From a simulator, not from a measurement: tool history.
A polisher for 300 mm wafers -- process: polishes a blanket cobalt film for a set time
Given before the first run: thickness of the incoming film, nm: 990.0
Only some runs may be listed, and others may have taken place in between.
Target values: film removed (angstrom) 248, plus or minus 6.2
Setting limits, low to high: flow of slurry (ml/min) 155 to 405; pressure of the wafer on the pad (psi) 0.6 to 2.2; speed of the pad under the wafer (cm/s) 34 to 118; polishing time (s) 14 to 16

| run | hour | flow of slurry (ml/min) | pressure of the wafer on the pad (psi) | speed of the pad under the wafer (cm/s) | polishing time (s) | film removed (angstrom) |
|---|---|---|---|---|---|---|
| 1 | 0 | 260 | 1.4 | 76 | 16 | 365.1 |
| 2 | 9 | 260 | 1.3 | 76 | 16 | 342.5 |
| 3 | 10.3 | 260 | 1.3 | 76 | 16 | 347.52 |
| 4 | 13.4 | 260 | 1.2 | 76 | 16 | 328.52 |
| 5 | 18.6 | 260 | 1.4 | 76 | 16 | 363.91 |
| 6 | 27.5 | 260 | 1.3 | 76 | 16 | 341.32 |
| 7 | 32.9 | 260 | 1.2 | 76 | 16 | 323.96 |
| 8 | 36.9 | 260 | 1.1 | 76 | 16 | 307.69 |
| 9 | 45.8 | 260 | 1 | 76 | 16 | 288.77 |
| 10 | 51.7 | 255 | 0.9 | 76 | 16 | 265.76 |
| 11 | 53.2 | 250 | 0.9 | 76 | 16 | 268.71 |
| 12 | 61.9 | 245 | 0.9 | 76 | 16 | 266.92 |
| 13 | 66.5 | 240 | 0.9 | 76 | 16 | 268.97 |

Which of these 4 next moves meets every target?
| A | 71.1 | 235 | 0.9 | 70 | 15 | ? |
| B | 71.1 | 290 | 1.1 | 58 | 16 | ? |
| C | 71.1 | 290 | 0.7 | 82 | 15 | ? |
| D | 71.1 | 155 | 0.7 | 96 | 14 | ? |

| move | film removed (angstrom) |
|---|---|
| A | 234.84 |
| B | 248.32 |
| C | 236.95 |
| D | 235.46 |
A: takes the result that was furthest off past its target
B: in spec on every target
C: takes the result that was furthest off past its target
D: takes the result that was furthest off past its target
Answer: B

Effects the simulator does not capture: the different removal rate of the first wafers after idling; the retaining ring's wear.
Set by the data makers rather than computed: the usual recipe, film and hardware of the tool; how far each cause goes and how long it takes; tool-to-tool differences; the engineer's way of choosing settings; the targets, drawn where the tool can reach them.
